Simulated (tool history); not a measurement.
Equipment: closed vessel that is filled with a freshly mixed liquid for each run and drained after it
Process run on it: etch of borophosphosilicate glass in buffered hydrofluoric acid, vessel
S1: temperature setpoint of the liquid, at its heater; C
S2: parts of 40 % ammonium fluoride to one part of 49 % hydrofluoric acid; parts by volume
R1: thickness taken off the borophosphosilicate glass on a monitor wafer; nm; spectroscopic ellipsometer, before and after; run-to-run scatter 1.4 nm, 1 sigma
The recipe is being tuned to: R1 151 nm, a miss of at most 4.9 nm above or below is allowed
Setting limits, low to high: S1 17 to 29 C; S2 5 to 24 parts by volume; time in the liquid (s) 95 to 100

{"run": 1, "hour": 0.0, "S1": 21, "S2": 14.5, "time in the liquid (s)": 95, "R1": 186.32}
{"run": 2, "hour": 6.9, "S1": 24, "S2": 14.5, "time in the liquid (s)": 95, "R1": 220.86}
{"run": 3, "hour": 9.4, "S1": 22, "S2": 14.5, "time in the liquid (s)": 95, "R1": 193.51}
{"run": 4, "hour": 12.8, "S1": 21, "S2": 14.5, "time in the liquid (s)": 95, "R1": 182.15}
{"hour": 14.5, "done": "thermometer replaced"}
{"run": 5, "hour": 14.5, "S1": 20, "S2": 14.5, "time in the liquid (s)": 95, "R1": 194.78}
{"run": 6, "hour": 20.0, "S1": 21.5, "S2": 14.5, "time in the liquid (s)": 95, "R1": 208.57}
{"run": 7, "hour": 28.9, "S1": 20.5, "S2": 15, "time in the liquid (s)": 95, "R1": 191.02}
{"run": 8, "hour": 36.3, "S1": 19.5, "S2": 16, "time in the liquid (s)": 95, "R1": 168.59}

Exactly one of the 4 candidate moves below puts every result within its allowed miss. Which one?
{"run": "A", "hour": 43.7, "S1": 17, "S2": 16.5, "time in the liquid (s)": 95, "R1": "?"}
{"run": "B", "hour": 43.7, "S1": 18.5, "S2": 14, "time in the liquid (s)": 95, "R1": "?"}
{"run": "C", "hour": 43.7, "S1": 19.5, "S2": 19.5, "time in the liquid (s)": 95, "R1": "?"}
{"run": "D", "hour": 43.7, "S1": 20.5, "S2": 20, "time in the liquid (s)": 100, "R1": "?"}

move=A R1=142.5
move=B R1=182.4
move=C R1=138.92
move=D R1=150.75
A: takes the biggest miss from the last run beyond its target
B: the biggest miss grows against the last run
C: takes the biggest miss from the last run beyond its target
D: each result inside its tolerance
So the answer is move D, the one that meets all the targets.
